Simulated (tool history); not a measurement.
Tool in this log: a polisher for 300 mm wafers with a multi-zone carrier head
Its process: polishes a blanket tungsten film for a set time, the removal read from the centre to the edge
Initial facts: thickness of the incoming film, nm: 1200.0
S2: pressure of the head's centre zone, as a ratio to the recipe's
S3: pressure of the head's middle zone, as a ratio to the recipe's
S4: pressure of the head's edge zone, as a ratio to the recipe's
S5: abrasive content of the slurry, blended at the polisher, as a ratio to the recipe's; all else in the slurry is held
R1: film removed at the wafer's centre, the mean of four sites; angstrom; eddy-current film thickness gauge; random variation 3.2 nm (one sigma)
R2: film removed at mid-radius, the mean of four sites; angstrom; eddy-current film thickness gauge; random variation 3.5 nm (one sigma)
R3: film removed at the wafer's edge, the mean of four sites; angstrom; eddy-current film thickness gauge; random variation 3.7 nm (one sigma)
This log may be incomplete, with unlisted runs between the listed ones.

{"run": 1, "hour": 0.0, "flow of slurry (ml/min)": 315, "S2": 1.0, "S3": 1.0, "S4": 1.0, "S5": 1.0, "polishing time (s)": 58, "R1": 3589.5, "R2": 3670.0, "R3": 3646.3}
{"run": 2, "hour": 8.5, "flow of slurry (ml/min)": 315, "S2": 1.0, "S3": 1.0, "S4": 1.0, "S5": 1.0, "polishing time (s)": 68, "R1": 4300.8, "R2": 4273.9, "R3": 4296.3}
{"run": 3, "hour": 17.1, "flow of slurry (ml/min)": 315, "S2": 1.0, "S3": 1.0, "S4": 1.08, "S5": 1.0, "polishing time (s)": 68, "R1": 4244.5, "R2": 4154.0, "R3": 4444.0}
{"run": 4, "hour": 23.8, "flow of slurry (ml/min)": 315, "S2": 1.0, "S3": 1.0, "S4": 1.08, "S5": 1.2, "polishing time (s)": 68, "R1": 4454.0, "R2": 4539.9, "R3": 4805.3}
{"run": 5, "hour": 29.6, "flow of slurry (ml/min)": 315, "S2": 1.0, "S3": 1.0, "S4": 1.08, "S5": 1.2, "polishing time (s)": 62, "R1": 4126.9, "R2": 4070.6, "R3": 4324.4}
{"run": 6, "hour": 32.4, "flow of slurry (ml/min)": 315, "S2": 1.0, "S3": 1.0, "S4": 1.08, "S5": 1.1, "polishing time (s)": 62, "R1": 4023.1, "R2": 3995.9, "R3": 4191.0}
{"run": 7, "hour": 38.0, "flow of slurry (ml/min)": 315, "S2": 0.95, "S3": 0.97, "S4": 1.05, "S5": 0.9, "polishing time (s)": 60, "R1": 3513.0, "R2": 3608.6, "R3": 3755.8}
{"run": 8, "hour": 43.1, "flow of slurry (ml/min)": 310, "S2": 0.85, "S3": 0.87, "S4": 0.95, "S5": 0.65, "polishing time (s)": 56, "R1": 2738.6, "R2": 2711.1, "R3": 3036.6}

Predict the results of run 9:
{"run": 9, "hour": 46.9, "flow of slurry (ml/min)": 310, "S2": 0.85, "S3": 0.87, "S4": 0.95, "S5": 0.65, "polishing time (s)": 56, "R1": "?", "R2": "?", "R3": "?"}

Run 9 gave R1 2641.5 angstrom, R2 2665.6 angstrom, R3 3025.1 angstrom.
